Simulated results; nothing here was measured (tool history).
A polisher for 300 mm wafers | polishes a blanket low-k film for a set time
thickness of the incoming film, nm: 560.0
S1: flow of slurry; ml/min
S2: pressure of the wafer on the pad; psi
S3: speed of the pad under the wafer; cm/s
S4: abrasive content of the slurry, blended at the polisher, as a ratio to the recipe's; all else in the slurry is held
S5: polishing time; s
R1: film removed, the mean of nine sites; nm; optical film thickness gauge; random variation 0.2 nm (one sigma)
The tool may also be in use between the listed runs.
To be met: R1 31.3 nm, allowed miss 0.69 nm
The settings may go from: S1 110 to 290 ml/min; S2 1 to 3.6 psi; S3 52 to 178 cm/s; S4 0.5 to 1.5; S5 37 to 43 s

{"run": 1, "hour": 0.0, "S1": 185, "S2": 2.3, "S3": 114, "S4": 1, "S5": 43, "R1": 18.883}
{"run": 2, "hour": 8.8, "S1": 200, "S2": 2.6, "S3": 114, "S4": 1, "S5": 43, "R1": 20.957}
{"run": 3, "hour": 10.2, "S1": 220, "S2": 2.6, "S3": 114, "S4": 1, "S5": 43, "R1": 21.448}
{"run": 4, "hour": 15.1, "S1": 220, "S2": 2.6, "S3": 96, "S4": 1, "S5": 43, "R1": 19.151}
{"run": 5, "hour": 22.5, "S1": 225, "S2": 2.9, "S3": 100, "S4": 1, "S5": 43, "R1": 21.279}
{"run": 6, "hour": 26.6, "S1": 245, "S2": 2.9, "S3": 100, "S4": 1, "S5": 43, "R1": 21.745}
{"run": 7, "hour": 29.4, "S1": 245, "S2": 2.9, "S3": 100, "S4": 1, "S5": 43, "R1": 21.532}
{"run": 8, "hour": 33.0, "S1": 245, "S2": 3.1, "S3": 106, "S4": 1, "S5": 43, "R1": 23.998}
{"run": 9, "hour": 37.9, "S1": 245, "S2": 3.3, "S3": 110, "S4": 1, "S5": 43, "R1": 26.137}
{"run": 10, "hour": 41.2, "S1": 250, "S2": 3.4, "S3": 114, "S4": 1, "S5": 43, "R1": 27.697}
{"run": 11, "hour": 46.9, "S1": 250, "S2": 3.5, "S3": 116, "S4": 1, "S5": 43, "R1": 28.524}
{"run": 12, "hour": 53.4, "S1": 255, "S2": 3.5, "S3": 118, "S4": 1, "S5": 43, "R1": 29.357}
{"run": 13, "hour": 61.2, "S1": 255, "S2": 3.5, "S3": 120, "S4": 1, "S5": 43, "R1": 29.684}

Which of these 4 next moves meets every target?
{"run": "A", "hour": 69.0, "S1": 245, "S2": 3.5, "S3": 140, "S4": 1, "S5": 41, "R1": "?"}
{"run": "B", "hour": 69.0, "S1": 290, "S2": 3.6, "S3": 124, "S4": 1, "S5": 41, "R1": "?"}
{"run": "C", "hour": 69.0, "S1": 290, "S2": 3.5, "S3": 126, "S4": 1.05, "S5": 39, "R1": "?"}
{"run": "D", "hour": 69.0, "S1": 290, "S2": 3.5, "S3": 118, "S4": 1.1, "S5": 41, "R1": "?"}

move=A R1=31.189
move=B R1=29.811
move=C R1=28.737
move=D R1=29.555
A: meets every target
B: nearer than the last run, and not there yet
C: further off than the last run
D: further off than the last run
Answer: A
